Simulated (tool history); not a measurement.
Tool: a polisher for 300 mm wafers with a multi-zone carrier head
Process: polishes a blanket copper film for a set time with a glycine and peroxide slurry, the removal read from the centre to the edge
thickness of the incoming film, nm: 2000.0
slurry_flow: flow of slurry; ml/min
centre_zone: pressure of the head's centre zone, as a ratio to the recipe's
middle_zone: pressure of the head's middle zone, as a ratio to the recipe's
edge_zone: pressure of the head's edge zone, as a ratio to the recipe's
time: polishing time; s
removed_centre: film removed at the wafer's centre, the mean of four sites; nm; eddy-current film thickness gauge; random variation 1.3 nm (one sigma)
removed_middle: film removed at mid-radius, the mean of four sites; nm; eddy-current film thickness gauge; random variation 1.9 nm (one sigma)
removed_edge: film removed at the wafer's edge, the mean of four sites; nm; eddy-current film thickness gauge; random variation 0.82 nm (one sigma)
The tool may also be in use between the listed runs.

run  hour  slurry_flow  centre_zone  middle_zone  edge_zone  time  removed_centre  removed_middle  removed_edge
  1   0.0          250         1.00         1.00       1.00    47          236.59          230.23        234.10
  2   4.7          250         1.00         0.95       1.00    47          232.98          224.75        233.34
  3   8.2          250         1.00         0.92       1.00    47          233.02          216.08        233.13
  4  12.7          250         1.00         0.97       1.00    47          232.82          224.13        233.35
  5  18.3          200         1.00         0.97       1.00    47          227.70          213.78        228.26
  6  27.0          200         0.98         0.97       0.98    44          208.31          209.10        208.86
  7  31.9          195         0.97         0.95       0.98    41          188.54          184.91        194.87

Run 8 comes next. What will it give?
  8  37.9          210         0.91         1.02       0.88    28               ?               ?             ?

Run 8 gave removed_centre 122.38 nm, removed_middle 138.02 nm, removed_edge 127.86 nm.
